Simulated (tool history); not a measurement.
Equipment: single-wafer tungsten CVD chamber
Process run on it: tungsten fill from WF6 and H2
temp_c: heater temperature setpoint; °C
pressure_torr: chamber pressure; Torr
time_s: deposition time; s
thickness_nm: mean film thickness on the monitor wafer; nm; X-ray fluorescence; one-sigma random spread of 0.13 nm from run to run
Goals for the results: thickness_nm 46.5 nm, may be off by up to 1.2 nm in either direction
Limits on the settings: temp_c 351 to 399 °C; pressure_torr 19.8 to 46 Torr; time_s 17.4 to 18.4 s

run,hour,temp_c,pressure_torr,time_s,thickness_nm
1,0,375,32.9,18.4,37.614
2,7.6,375,32.9,18.4,37.754
3,9.6,375,37.6,18.4,40.509
4,13.3,376,37.6,18.4,41.179
5,14.4,376,37.6,17.4,39.251
6,21.9,377,37.7,17.4,39.82
7,24.1,378,37.8,17.4,40.905
8,27.4,379,37.8,17.4,41.567
9,28.2,380,37.8,17.4,42.616
10,31.6,381,37.8,17.4,43.638

Pick the move, out of 5, that brings all results within their allowed miss; only one does.
A,35,385,35.9,18.4,?
B,35,378,33.7,18.4,?
C,35,378,38.9,17.6,?
D,35,381,35,17.4,?
E,35,380,44.7,17.4,?

move,thickness_nm
A,48.762
B,40.649
C,41.87
D,41.812
E,46.336
A: moves the result that the last run missed by most past its target, out the other side
B: moves away from the targets compared with the last run
C: moves away from the targets compared with the last run
D: moves away from the targets compared with the last run
E: all results land within tolerance of their targets
E is the move that brings every result within its allowed miss.
